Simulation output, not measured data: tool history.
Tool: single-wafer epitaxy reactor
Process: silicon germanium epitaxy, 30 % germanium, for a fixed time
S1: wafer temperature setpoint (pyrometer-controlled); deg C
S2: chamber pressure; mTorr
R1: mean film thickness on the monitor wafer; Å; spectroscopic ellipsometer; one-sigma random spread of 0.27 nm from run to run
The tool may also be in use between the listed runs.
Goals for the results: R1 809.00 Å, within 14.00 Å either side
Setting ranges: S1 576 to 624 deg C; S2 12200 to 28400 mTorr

run	hour	S1	S2	R1
1	0.0	600	20300	573.40
2	2.6	594	20300	511.47
3	8.5	589	20300	463.44
4	14.7	589	18000	433.40
5	15.5	583	18000	385.89
6	23.5	591	18000	452.04
7	25.4	595	18000	488.67
8	30.9	598	18000	517.10
9	37.7	601	18000	549.18
10	41.0	603	18000	568.92
11	44.3	605	18000	589.19
12	50.2	607	18000	616.33
13	56.5	609	18000	636.64
14	59.7	611	18000	660.17
15	61.4	612	18000	669.66
16	63.1	613	18000	690.44
17	67.5	623	18100	832.15

Which one of the following 5 next-run settings gets every result inside its allowed miss? There is exactly one.
A	71.9	623	20500	?
B	71.9	621	18600	?
C	71.9	624	19000	?
D	71.9	619	18700	?
E	71.9	624	18300	?

move	R1
A	890.44
B	814.86
C	870.58
D	787.90
E	852.91
A: lands further from the targets than the last run did
B: hits every target within its allowed miss
C: lands further from the targets than the last run did
D: the result that was furthest off in the last run now lies on the other side of its target
E: lands further from the targets than the last run did
The right move is B.
